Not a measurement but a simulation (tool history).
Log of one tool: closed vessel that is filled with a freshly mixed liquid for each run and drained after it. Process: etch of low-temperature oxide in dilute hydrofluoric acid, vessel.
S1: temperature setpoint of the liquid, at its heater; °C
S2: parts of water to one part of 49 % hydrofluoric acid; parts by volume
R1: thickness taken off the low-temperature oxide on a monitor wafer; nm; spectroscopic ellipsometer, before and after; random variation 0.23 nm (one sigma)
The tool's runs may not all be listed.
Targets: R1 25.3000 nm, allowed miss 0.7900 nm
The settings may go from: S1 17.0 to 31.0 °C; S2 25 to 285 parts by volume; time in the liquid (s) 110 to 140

run 1 day=0.000 | S1=23.0 S2=155 time_in_the_liquid_(s)=140 | R1=9.0277
run 2 day=0.212 | S1=24.5 S2=140 time_in_the_liquid_(s)=140 | R1=10.7410
run 3 day=0.525 | S1=24.5 S2=140 time_in_the_liquid_(s)=140 | R1=10.7490
run 4 day=0.875 | S1=24.5 S2=140 time_in_the_liquid_(s)=110 | R1=8.2199
run 5 day=1.083 | S1=25.5 S2=120 time_in_the_liquid_(s)=115 | R1=10.7440
run 6 day=1.179 | S1=26.5 S2=105 time_in_the_liquid_(s)=115 | R1=13.0330
run 7 day=1.500 | S1=27.0 S2=95 time_in_the_liquid_(s)=115 | R1=15.1100
run 8 day=1.788 | S1=27.5 S2=90 time_in_the_liquid_(s)=115 | R1=16.4200
run 9 day=1.962 | S1=28.0 S2=85 time_in_the_liquid_(s)=115 | R1=17.8100
run 10 day=2.029 | S1=28.5 S2=80 time_in_the_liquid_(s)=115 | R1=19.1370
run 11 day=2.129 | S1=31.0 S2=50 time_in_the_liquid_(s)=115 | R1=35.5220
run 12 day=2.333 | S1=30.5 S2=50 time_in_the_liquid_(s)=115 | R1=34.8830
run 13 day=2.450 | S1=30.0 S2=50 time_in_the_liquid_(s)=115 | R1=33.8800
run 14 day=2.746 | S1=29.5 S2=50 time_in_the_liquid_(s)=115 | R1=33.4010

5 next moves are on the table. One of them brings every result within its allowed miss. Which?
run A day=3.042 | S1=29.0 S2=75 time_in_the_liquid_(s)=125 | R1=?
run B day=3.042 | S1=29.0 S2=65 time_in_the_liquid_(s)=110 | R1=?
run C day=3.042 | S1=28.5 S2=70 time_in_the_liquid_(s)=120 | R1=?
run D day=3.042 | S1=30.5 S2=80 time_in_the_liquid_(s)=140 | R1=?
run E day=3.042 | S1=25.0 S2=65 time_in_the_liquid_(s)=125 | R1=?

move=A R1=22.4800
move=B R1=23.1600
move=C R1=22.8410
move=D R1=24.8190
move=E R1=22.4560
A: takes the result that was furthest off past its target
B: takes the result that was furthest off past its target
C: takes the result that was furthest off past its target
D: meets every target
E: takes the result that was furthest off past its target
Answer: D
